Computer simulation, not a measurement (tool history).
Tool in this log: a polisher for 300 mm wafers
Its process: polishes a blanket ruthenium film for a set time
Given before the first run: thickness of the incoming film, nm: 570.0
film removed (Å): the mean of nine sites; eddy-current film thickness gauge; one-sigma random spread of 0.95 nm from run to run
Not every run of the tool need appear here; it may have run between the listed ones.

run,hour,flow of slurry (ml/min),pressure of the wafer on the pad (kPa),speed of the pad under the wafer (cm/s),polishing time (s),film removed (Å)
1,0,235,16.5,120,99,1680
2,7.7,260,16.5,120,99,1703.4
3,16.6,260,18.6,120,99,1899.7
4,19.3,260,16.5,120,99,1686.5
5,25,215,16.5,120,99,1682.9
6,25.8,215,15.2,120,99,1515.4
7,27.7,215,13.8,120,99,1394.4

Run 8 comes next. What will it give?
8,28.4,215,13.1,120,99,?

Run 8 measured film removed (Å) 1338.1.

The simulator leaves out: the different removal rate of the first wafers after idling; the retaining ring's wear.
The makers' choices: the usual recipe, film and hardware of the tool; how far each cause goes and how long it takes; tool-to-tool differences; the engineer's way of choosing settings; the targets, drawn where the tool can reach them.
